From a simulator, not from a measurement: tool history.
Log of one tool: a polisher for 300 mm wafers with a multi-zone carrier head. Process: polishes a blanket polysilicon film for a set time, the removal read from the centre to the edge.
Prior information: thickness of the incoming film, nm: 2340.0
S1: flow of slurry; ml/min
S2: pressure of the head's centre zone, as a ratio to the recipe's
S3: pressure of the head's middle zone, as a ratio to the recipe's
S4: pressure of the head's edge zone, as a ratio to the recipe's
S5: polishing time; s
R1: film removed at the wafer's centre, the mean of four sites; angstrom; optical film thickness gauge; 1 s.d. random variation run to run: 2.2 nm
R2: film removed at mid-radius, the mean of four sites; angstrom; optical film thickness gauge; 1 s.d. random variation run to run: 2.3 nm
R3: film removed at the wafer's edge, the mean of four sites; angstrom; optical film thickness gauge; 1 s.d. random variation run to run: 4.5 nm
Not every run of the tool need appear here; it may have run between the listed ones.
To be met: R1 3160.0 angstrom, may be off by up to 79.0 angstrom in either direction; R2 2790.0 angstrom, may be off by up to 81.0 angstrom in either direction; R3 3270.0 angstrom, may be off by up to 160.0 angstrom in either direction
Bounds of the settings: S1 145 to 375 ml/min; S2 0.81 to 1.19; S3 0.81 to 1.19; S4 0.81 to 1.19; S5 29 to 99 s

| run | hour | S1 | S2 | S3 | S4 | S5 | R1 | R2 | R3 |
|---|---|---|---|---|---|---|---|---|---|
| 1 | 0.0 | 240 | 1.00 | 1.00 | 1.00 | 64 | 3714.4 | 3644.3 | 3676.9 |
| 2 | 1.3 | 240 | 1.00 | 1.00 | 0.93 | 64 | 3741.5 | 3612.2 | 3697.5 |
| 3 | 8.5 | 240 | 1.05 | 1.00 | 0.93 | 64 | 3844.2 | 3614.5 | 3634.8 |
| 4 | 15.4 | 240 | 1.05 | 0.94 | 0.93 | 64 | 3839.2 | 3527.5 | 3585.4 |
| 5 | 23.2 | 225 | 1.05 | 0.92 | 0.95 | 63 | 3799.3 | 3319.4 | 3559.2 |
| 6 | 24.4 | 225 | 0.97 | 0.92 | 0.95 | 63 | 3462.8 | 3286.1 | 3576.7 |
| 7 | 26.0 | 220 | 0.97 | 0.91 | 0.95 | 62 | 3448.8 | 3243.7 | 3439.1 |
| 8 | 28.8 | 210 | 0.97 | 0.90 | 0.97 | 62 | 3405.1 | 3194.6 | 3516.3 |
| 9 | 35.8 | 205 | 0.97 | 0.89 | 0.97 | 62 | 3334.8 | 3175.8 | 3403.4 |
| 10 | 39.4 | 215 | 0.97 | 0.88 | 0.97 | 61 | 3355.1 | 3091.2 | 3443.3 |
| 11 | 44.8 | 210 | 0.97 | 0.87 | 0.97 | 61 | 3326.2 | 3044.0 | 3501.0 |
| 12 | 50.2 | 205 | 0.97 | 0.86 | 0.96 | 61 | 3320.5 | 3074.9 | 3439.5 |
| 13 | 51.6 | 205 | 0.97 | 0.85 | 0.96 | 60 | 3264.5 | 2929.6 | 3452.1 |
| 14 | 57.3 | 200 | 0.97 | 0.85 | 0.96 | 60 | 3225.2 | 2923.7 | 3323.1 |
| 15 | 59.3 | 195 | 0.97 | 0.84 | 0.96 | 60 | 3240.0 | 2901.9 | 3345.2 |
| 16 | 66.8 | 190 | 0.97 | 0.84 | 0.96 | 60 | 3217.0 | 2877.6 | 3300.2 |

Which single option among these 5 for the next run brings every result within its allowed miss of target? Just one does.
| A | 74.3 | 245 | 0.91 | 0.82 | 0.95 | 63 | ? | ? | ? |
| B | 74.3 | 205 | 0.99 | 0.87 | 0.93 | 61 | ? | ? | ? |
| C | 74.3 | 160 | 1.01 | 0.87 | 1.04 | 58 | ? | ? | ? |
| D | 74.3 | 200 | 1.04 | 0.81 | 0.90 | 54 | ? | ? | ? |
| E | 74.3 | 180 | 1.08 | 0.81 | 1.02 | 57 | ? | ? | ? |

| move | R1 | R2 | R3 |
|---|---|---|---|
| A | 3284.2 | 3069.4 | 3599.1 |
| B | 3376.3 | 3048.6 | 3395.9 |
| C | 3136.5 | 2788.3 | 3278.9 |
| D | 3127.5 | 2535.8 | 2964.2 |
| E | 3369.3 | 2634.1 | 3245.7 |
A: moves away from the targets compared with the last run
B: moves away from the targets compared with the last run
C: every result within its allowed miss
D: takes the result that was furthest off past its target
E: takes the result that was furthest off past its target
The right move is C.
